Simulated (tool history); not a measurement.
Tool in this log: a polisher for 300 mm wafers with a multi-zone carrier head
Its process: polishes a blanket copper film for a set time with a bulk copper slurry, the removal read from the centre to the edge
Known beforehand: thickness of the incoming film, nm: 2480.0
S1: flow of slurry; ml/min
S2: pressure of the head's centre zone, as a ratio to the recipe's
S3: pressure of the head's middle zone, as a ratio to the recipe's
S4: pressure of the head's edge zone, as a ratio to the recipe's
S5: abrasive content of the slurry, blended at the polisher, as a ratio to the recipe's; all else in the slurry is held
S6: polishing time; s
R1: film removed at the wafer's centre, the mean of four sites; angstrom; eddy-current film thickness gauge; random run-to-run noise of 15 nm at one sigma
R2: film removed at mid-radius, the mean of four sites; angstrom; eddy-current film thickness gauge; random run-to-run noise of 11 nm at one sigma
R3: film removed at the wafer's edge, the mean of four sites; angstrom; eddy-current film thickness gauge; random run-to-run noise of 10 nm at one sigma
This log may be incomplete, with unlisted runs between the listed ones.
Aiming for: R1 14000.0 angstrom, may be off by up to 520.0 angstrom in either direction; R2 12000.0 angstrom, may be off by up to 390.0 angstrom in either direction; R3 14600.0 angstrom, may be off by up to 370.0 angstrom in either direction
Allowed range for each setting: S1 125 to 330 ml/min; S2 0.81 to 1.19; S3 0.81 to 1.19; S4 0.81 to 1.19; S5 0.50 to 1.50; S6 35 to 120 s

run  hour   S1    S2    S3    S4    S5  S6       R1       R2       R3
  1   0.0  210  1.00  1.00  1.00  1.00  77  10555.0   9920.9  10092.0
  2   8.6  215  1.00  0.97  1.06  1.15  81  11498.0  10404.0  11312.0
  3  12.3  215  1.00  0.97  1.06  1.15  68   9653.2   8794.7   9586.7
  4  14.2  220  1.00  0.96  1.10  1.25  75  10940.0   9778.4  10826.0
  5  19.9  220  1.00  0.96  1.10  1.25  57   8201.1   7431.7   8312.0
  6  24.0  200  1.00  0.96  1.10  1.25  57   8031.0   7398.6   8269.5
     30.8  -- centre zone pressure recalibrated
  7  30.8  210  0.99  0.94  1.13  1.30  68   9150.1   8780.0  10036.0
  8  34.4  220  1.01  0.92  1.15  1.35  75  10486.0   9506.2  11165.0
  9  41.0  230  1.02  0.91  1.16  1.40  80  11254.0  10212.0  12137.0
 10  43.1  240  1.04  0.91  1.17  1.45  84  12233.0  10929.0  13194.0
 11  49.0  295  1.10  0.93  1.19  1.50  88  14012.0  12056.0  14124.0

Which of these 4 next moves meets every target?
  A  54.9  250  1.05  0.88  1.15  1.50  94   ?   ?   ?
  B  54.9  280  1.09  1.01  1.16  1.35  88   ?   ?   ?
  C  54.9  310  1.09  0.97  1.16  1.50  87   ?   ?   ?
  D  54.9  325  1.07  0.92  1.16  1.50  87   ?   ?   ?

move       R1       R2       R3
   A  14157.0  11840.0  14641.0
   B  13650.0  12348.0  13601.0
   C  13930.0  12170.0  13843.0
   D  13759.0  11696.0  13901.0
A: each result inside its tolerance
B: the biggest miss grows against the last run
C: the biggest miss grows against the last run
D: the biggest miss grows against the last run
A meets every target.
